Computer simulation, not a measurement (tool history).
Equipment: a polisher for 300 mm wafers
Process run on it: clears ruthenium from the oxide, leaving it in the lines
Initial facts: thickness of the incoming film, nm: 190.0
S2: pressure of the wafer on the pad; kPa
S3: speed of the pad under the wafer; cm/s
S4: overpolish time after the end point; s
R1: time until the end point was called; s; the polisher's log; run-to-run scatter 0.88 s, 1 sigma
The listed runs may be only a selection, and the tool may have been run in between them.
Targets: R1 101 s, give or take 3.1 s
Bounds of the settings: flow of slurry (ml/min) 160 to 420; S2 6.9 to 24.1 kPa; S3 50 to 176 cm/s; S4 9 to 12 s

{"run": 1, "hour": 0.0, "flow of slurry (ml/min)": 270, "S2": 15.2, "S3": 112, "S4": 12, "R1": 137.84}
{"run": 2, "hour": 8.4, "flow of slurry (ml/min)": 310, "S2": 15.2, "S3": 112, "S4": 12, "R1": 135.63}
{"run": 3, "hour": 16.1, "flow of slurry (ml/min)": 310, "S2": 15.9, "S3": 112, "S4": 12, "R1": 128.16}
{"run": 4, "hour": 24.6, "flow of slurry (ml/min)": 310, "S2": 14.5, "S3": 112, "S4": 12, "R1": 139.83}
{"run": 5, "hour": 32.1, "flow of slurry (ml/min)": 310, "S2": 14.5, "S3": 112, "S4": 12, "R1": 141.88}
{"run": 6, "hour": 35.8, "flow of slurry (ml/min)": 310, "S2": 15.2, "S3": 112, "S4": 12, "R1": 136.87}
{"run": 7, "hour": 36.5, "flow of slurry (ml/min)": 310, "S2": 15.9, "S3": 112, "S4": 12, "R1": 129.74}
{"run": 8, "hour": 38.2, "flow of slurry (ml/min)": 310, "S2": 16.5, "S3": 112, "S4": 12, "R1": 124.21}
{"run": 9, "hour": 45.1, "flow of slurry (ml/min)": 315, "S2": 18.6, "S3": 112, "S4": 12, "R1": 110.01}

Which single option among these 5 for the next run brings every result within its allowed miss of target? Just one does.
{"run": "A", "hour": 52.0, "flow of slurry (ml/min)": 365, "S2": 20.7, "S3": 110, "S4": 12, "R1": "?"}
{"run": "B", "hour": 52.0, "flow of slurry (ml/min)": 340, "S2": 18.6, "S3": 110, "S4": 12, "R1": "?"}
{"run": "C", "hour": 52.0, "flow of slurry (ml/min)": 330, "S2": 17.2, "S3": 108, "S4": 12, "R1": "?"}
{"run": "D", "hour": 52.0, "flow of slurry (ml/min)": 310, "S2": 17.9, "S3": 102, "S4": 12, "R1": "?"}
{"run": "E", "hour": 52.0, "flow of slurry (ml/min)": 300, "S2": 15.9, "S3": 116, "S4": 9, "R1": "?"}

move=A R1=101.33
move=B R1=112.93
move=C R1=124.21
move=D R1=127.03
move=E R1=126.73
A: every result within its allowed miss
B: lands further from the targets than the last run did
C: lands further from the targets than the last run did
D: lands further from the targets than the last run did
E: lands further from the targets than the last run did
Correct choice: A, which meets every target
